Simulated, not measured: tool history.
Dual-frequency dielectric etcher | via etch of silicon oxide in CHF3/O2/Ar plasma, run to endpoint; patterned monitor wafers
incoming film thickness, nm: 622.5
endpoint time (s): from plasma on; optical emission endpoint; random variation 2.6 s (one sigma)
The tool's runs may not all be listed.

run,hour,source power (W),bias power (W),endpoint time (s)
1,0.0,830,191,257.42
2,3.8,800,188,262.88
3,5.0,800,202,259.13
4,12.7,800,187,265.37
5,15.3,780,185,268.17
6,19.8,760,183,270.59

The next listed run, before its measurement:
7,23.0,760,183,?

endpoint time (s): 272.13
